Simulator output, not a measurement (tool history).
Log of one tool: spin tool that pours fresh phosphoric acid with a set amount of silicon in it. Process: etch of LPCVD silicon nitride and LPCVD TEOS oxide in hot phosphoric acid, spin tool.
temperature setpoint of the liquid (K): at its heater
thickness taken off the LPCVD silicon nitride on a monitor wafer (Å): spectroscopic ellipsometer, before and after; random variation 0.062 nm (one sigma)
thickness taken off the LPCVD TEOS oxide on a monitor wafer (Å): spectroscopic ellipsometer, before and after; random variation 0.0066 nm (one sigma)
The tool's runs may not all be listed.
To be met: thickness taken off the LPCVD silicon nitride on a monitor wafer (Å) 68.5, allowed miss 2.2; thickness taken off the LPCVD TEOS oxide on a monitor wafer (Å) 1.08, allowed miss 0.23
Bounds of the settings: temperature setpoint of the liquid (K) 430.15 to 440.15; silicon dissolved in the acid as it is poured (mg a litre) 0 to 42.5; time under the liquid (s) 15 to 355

run  hour  temperature setpoint of the liquid (K)  silicon dissolved in the acid as it is poured (mg a litre)  time under the liquid (s)  thickness taken off the LPCVD silicon nitride on a monitor wafer (Å)  thickness taken off the LPCVD TEOS oxide on a monitor wafer (Å)
  1     0                                  435.15                                                        18.5                        180                                                                174.87                                                           5.6658
  2   3.2                                  436.15                                                        18.5                        180                                                                178.71                                                           5.2048
  3   9.6                                  436.15                                                          22                        155                                                                152.51                                                           4.0435
  4  11.4                                  436.15                                                          16                        155                                                                154.26                                                           5.0188
  5  14.9                                  435.65                                                        19.5                        135                                                                132.13                                                           3.7265
  6  22.2                                  435.65                                                        13.5                        135                                                                129.38                                                           3.8489
  7  26.3                                  435.15                                                        17.5                        120                                                                115.46                                                           3.6742
  8  33.1                                  435.65                                                          21                        105                                                                104.04                                                           2.9802
  9  36.7                                  435.65                                                          21                        105                                                                 102.4                                                           2.7531
 10  37.9                                  435.65                                                          24                        100                                                                97.638                                                           2.6038
 11  42.1                                  435.65                                                        26.5                         95                                                                92.591                                                           2.1919
 12  46.7                                  435.15                                                          29                         95                                                                91.871                                                           1.7937
 13  48.6                                  434.65                                                        29.5                         90                                                                 84.76                                                           1.7426
 14  54.3                                  434.15                                                        30.5                         90                                                                82.363                                                           1.6105
     55.1  -- dissolved silicon flow meter replaced
 15  55.1                                  433.65                                                          31                         90                                                                81.599                                                           1.3865
 16  62.6                                  433.15                                                        30.5                         90                                                                80.528                                                           1.4388

4 next moves are on the table. One of them brings every result within its allowed miss. Which?
  A  70.1                                  434.65                                                         8.5                         65                                                                     ?                                                                ?
  B  70.1                                  434.15                                                          30                        105                                                                     ?                                                                ?
  C  70.1                                  433.65                                                          31                         85                                                                     ?                                                                ?
  D  70.1                                  432.15                                                          32                         80                                                                     ?                                                                ?

move  thickness taken off the LPCVD silicon nitride on a monitor wafer (Å)  thickness taken off the LPCVD TEOS oxide on a monitor wafer (Å)
   A                                                                61.839                                                           2.3009
   B                                                                98.241                                                            1.926
   C                                                                78.208                                                           1.4425
   D                                                                69.987                                                           1.1641
A: takes the result that was furthest off past its target
B: further off than the last run
C: nearer than the last run, and not there yet
D: meets every target
The right move is D.
